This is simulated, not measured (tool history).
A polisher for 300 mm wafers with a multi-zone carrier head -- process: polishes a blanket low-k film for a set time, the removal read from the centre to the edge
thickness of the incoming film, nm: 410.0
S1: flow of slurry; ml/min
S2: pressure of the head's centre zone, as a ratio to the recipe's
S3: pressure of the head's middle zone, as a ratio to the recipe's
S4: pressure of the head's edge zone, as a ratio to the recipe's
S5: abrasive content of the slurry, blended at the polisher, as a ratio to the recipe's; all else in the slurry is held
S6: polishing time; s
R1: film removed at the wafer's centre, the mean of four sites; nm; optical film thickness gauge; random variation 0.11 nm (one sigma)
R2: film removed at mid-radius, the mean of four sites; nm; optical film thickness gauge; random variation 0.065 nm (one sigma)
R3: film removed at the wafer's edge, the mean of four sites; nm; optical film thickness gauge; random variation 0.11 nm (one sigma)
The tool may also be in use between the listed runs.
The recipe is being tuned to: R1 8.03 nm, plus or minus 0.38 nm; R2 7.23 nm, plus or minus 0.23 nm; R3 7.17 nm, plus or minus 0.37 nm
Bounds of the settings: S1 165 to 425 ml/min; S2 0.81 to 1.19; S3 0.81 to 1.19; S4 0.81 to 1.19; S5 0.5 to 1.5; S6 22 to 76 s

run 1 hour=0 | S1=275 S2=1 S3=1 S4=1 S5=1 S6=49 | R1=14.934 R2=15.216 R3=15.227
run 2 hour=1.3 | S1=275 S2=1 S3=1 S4=1 S5=1.2 S6=49 | R1=15.67 R2=16.181 R3=16.277
run 3 hour=8.1 | S1=275 S2=0.92 S3=1 S4=1 S5=1.2 S6=49 | R1=14.43 R2=16.415 R3=16.691
run 4 hour=13.5 | S1=235 S2=0.92 S3=1 S4=1 S5=1.2 S6=49 | R1=14.59 R2=16.234 R3=15.791
run 5 hour=15.8 | S1=215 S2=0.93 S3=0.96 S4=0.98 S5=1 S6=42 | R1=11.513 R2=12.268 R3=12.47
run 6 hour=19.6 | S1=200 S2=0.96 S3=0.95 S4=0.94 S5=0.85 S6=38 | R1=9.9015 R2=10.419 R3=10.312
run 7 hour=22.8 | S1=190 S2=1 S3=0.92 S4=0.91 S5=0.75 S6=36 | R1=9.3579 R2=9.0715 R3=9.3769
run 8 hour=29.7 | S1=190 S2=1.03 S3=0.92 S4=0.88 S5=0.65 S6=34 | R1=8.288 R2=7.9053 R3=7.9751
run 9 hour=35.9 | S1=190 S2=1.05 S3=0.92 S4=0.86 S5=0.6 S6=34 | R1=8.3458 R2=7.6414 R3=7.6699
run 10 hour=42.5 | S1=190 S2=1.05 S3=0.92 S4=0.85 S5=0.6 S6=34 | R1=8.3362 R2=7.5421 R3=7.4303

5 candidate next runs follow, results not yet known. Just one meets every target within its allowed miss. Identify it.
run A hour=49.1 | S1=245 S2=1.04 S3=0.9 S4=0.81 S5=0.8 S6=28 | R1=? R2=? R3=?
run B hour=49.1 | S1=165 S2=0.98 S3=0.91 S4=0.89 S5=0.5 S6=39 | R1=? R2=? R3=?
run C hour=49.1 | S1=280 S2=1.02 S3=1 S4=0.81 S5=0.5 S6=35 | R1=? R2=? R3=?
run D hour=49.1 | S1=220 S2=0.98 S3=0.95 S4=0.84 S5=0.55 S6=36 | R1=? R2=? R3=?
run E hour=49.1 | S1=245 S2=0.91 S3=0.9 S4=0.9 S5=0.7 S6=33 | R1=? R2=? R3=?

move=A R1=7.9482 R2=7.2083 R3=7.1202
move=B R1=8.0721 R2=7.8736 R3=8.1022
move=C R1=7.9198 R2=7.9864 R3=7.1945
move=D R1=8.021 R2=8.086 R3=7.7675
move=E R1=7.7122 R2=8.0063 R3=8.2856
A: hits every target within its allowed miss
B: its largest miss is bigger than the last run's
C: its largest miss is bigger than the last run's
D: its largest miss is bigger than the last run's
E: its largest miss is bigger than the last run's
Answer: A

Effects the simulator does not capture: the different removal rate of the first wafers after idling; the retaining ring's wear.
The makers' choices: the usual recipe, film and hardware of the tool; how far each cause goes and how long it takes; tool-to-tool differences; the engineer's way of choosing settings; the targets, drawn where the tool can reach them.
